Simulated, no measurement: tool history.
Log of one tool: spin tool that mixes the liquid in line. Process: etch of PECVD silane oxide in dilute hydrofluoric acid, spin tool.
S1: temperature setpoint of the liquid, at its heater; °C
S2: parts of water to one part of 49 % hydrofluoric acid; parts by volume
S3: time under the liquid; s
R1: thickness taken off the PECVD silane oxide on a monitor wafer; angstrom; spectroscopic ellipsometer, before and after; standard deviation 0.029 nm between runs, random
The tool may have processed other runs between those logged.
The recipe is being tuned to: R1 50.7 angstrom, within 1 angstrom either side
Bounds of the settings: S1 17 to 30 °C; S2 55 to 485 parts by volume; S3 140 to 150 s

run,hour,S1,S2,S3,R1
1,0,22,270,140,67.538
2,3.5,22,315,140,55.84
3,9.8,22,250,140,74.477
4,10.7,22,305,140,57.428
5,19,20,305,140,53.794
6,26.1,20,350,140,45.28
7,32.8,20.5,350,140,45.875
8,34.6,21,350,140,46.503
9,41.4,21.5,350,140,47.496
10,45.4,22,350,140,48.22
11,51.1,22.5,350,140,49.121

Which single option among these 5 for the next run brings every result within its allowed miss of target? Just one does.
A,56.8,26,375,145,?
B,56.8,22.5,330,140,?
C,56.8,22.5,340,140,?
D,56.8,27,370,140,?
E,56.8,24,350,145,?

move,R1
A,52.121
B,53.025
C,50.997
D,52.929
E,53.513
A: the result that was furthest off in the last run now lies on the other side of its target
B: the result that was furthest off in the last run now lies on the other side of its target
C: hits every target within its allowed miss
D: the result that was furthest off in the last run now lies on the other side of its target
E: the result that was furthest off in the last run now lies on the other side of its target
The right move is C.
